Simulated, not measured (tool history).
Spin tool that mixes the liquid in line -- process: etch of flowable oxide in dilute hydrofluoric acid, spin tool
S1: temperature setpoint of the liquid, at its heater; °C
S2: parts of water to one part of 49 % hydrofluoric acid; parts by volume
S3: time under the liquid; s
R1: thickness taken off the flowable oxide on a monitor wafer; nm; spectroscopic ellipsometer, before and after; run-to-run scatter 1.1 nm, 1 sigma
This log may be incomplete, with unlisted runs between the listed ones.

| run | hour | S1 | S2 | S3 | R1 |
|---|---|---|---|---|---|
| 1 | 0.0 | 25.0 | 155 | 315 | 96.473 |
| 2 | 8.3 | 26.0 | 145 | 315 | 108.310 |
| 3 | 15.3 | 27.0 | 135 | 315 | 122.430 |
| 4 | 22.5 | 28.0 | 130 | 315 | 132.950 |
| 5 | 26.8 | 28.0 | 130 | 335 | 140.450 |
| 6 | 34.8 | 28.5 | 125 | 335 | 150.860 |
| 7 | 43.1 | 29.0 | 120 | 335 | 159.520 |
| 8 | 49.3 | 29.5 | 115 | 335 | 172.190 |
| 9 | 57.9 | 30.0 | 115 | 335 | 176.590 |
| 10 | 64.0 | 30.5 | 115 | 335 | 178.040 |
| 11 | 70.9 | 33.0 | 90 | 335 | 261.860 |
| 12 | 77.2 | 32.5 | 90 | 335 | 256.530 |
| 13 | 83.7 | 32.0 | 90 | 335 | 252.320 |
| 14 | 88.5 | 31.5 | 90 | 335 | 245.220 |

Run 15 is up next; what results do you expect?
| 15 | 93.1 | 30.5 | 90 | 335 | ? |

R1: 236.800 nm
